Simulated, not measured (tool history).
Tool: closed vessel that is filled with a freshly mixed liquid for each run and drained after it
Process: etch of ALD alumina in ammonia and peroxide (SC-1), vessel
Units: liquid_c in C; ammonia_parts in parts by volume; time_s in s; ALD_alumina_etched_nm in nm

run 1 hour=0.0 | liquid_c=50.0 ammonia_parts=0.45 time_s=325 | ALD_alumina_etched_nm=13.322
run 2 hour=5.3 | liquid_c=52.0 ammonia_parts=0.45 time_s=325 | ALD_alumina_etched_nm=14.830
run 3 hour=12.4 | liquid_c=53.5 ammonia_parts=0.45 time_s=325 | ALD_alumina_etched_nm=15.969
run 4 hour=16.4 | liquid_c=55.0 ammonia_parts=0.45 time_s=325 | ALD_alumina_etched_nm=17.539
run 5 hour=21.7 | liquid_c=56.0 ammonia_parts=0.45 time_s=325 | ALD_alumina_etched_nm=18.454
run 6 hour=25.5 | liquid_c=59.0 ammonia_parts=0.45 time_s=325 | ALD_alumina_etched_nm=21.240

Forecast run 7:
run 7 hour=30.8 | liquid_c=59.5 ammonia_parts=0.45 time_s=325 | ALD_alumina_etched_nm=?

ALD_alumina_etched_nm: 22.336 nm

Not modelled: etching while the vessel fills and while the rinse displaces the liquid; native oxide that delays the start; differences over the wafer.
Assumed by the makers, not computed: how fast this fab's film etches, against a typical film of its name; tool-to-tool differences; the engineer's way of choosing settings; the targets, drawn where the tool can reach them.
